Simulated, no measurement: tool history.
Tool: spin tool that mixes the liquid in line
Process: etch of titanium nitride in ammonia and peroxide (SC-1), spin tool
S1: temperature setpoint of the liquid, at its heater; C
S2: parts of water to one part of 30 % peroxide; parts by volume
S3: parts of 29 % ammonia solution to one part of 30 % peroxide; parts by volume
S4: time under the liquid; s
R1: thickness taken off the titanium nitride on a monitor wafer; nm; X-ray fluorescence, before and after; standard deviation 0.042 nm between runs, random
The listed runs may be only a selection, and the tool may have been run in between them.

Run 1, hour 0.0: S1 51.0 C, S2 6 parts by volume, S3 0.60 parts by volume, S4 260 s. Result: R1 14.6180 nm.
Run 2, hour 7.3: S1 51.0 C, S2 6 parts by volume, S3 0.60 parts by volume, S4 285 s. Result: R1 16.0600 nm.
Run 3, hour 14.7: S1 51.0 C, S2 6 parts by volume, S3 0.75 parts by volume, S4 285 s. Result: R1 16.6240 nm.
Run 4, hour 21.6: S1 49.0 C, S2 6 parts by volume, S3 0.75 parts by volume, S4 285 s. Result: R1 14.4260 nm.
Run 5, hour 27.5: S1 45.0 C, S2 6 parts by volume, S3 0.75 parts by volume, S4 285 s. Result: R1 10.8380 nm.
Run 6, hour 28.8: S1 42.0 C, S2 6 parts by volume, S3 0.75 parts by volume, S4 285 s. Result: R1 8.6664 nm.
Run 7, hour 30.8: S1 41.5 C, S2 6 parts by volume, S3 0.75 parts by volume, S4 285 s. Result: R1 8.3640 nm.

Run 8 is up next; what results do you expect?
Run 8, hour 39.5: S1 41.0 C, S2 6 parts by volume, S3 0.75 parts by volume, S4 285 s. Result: R1 ?.

{"run 8": {"R1": 7.9837}}
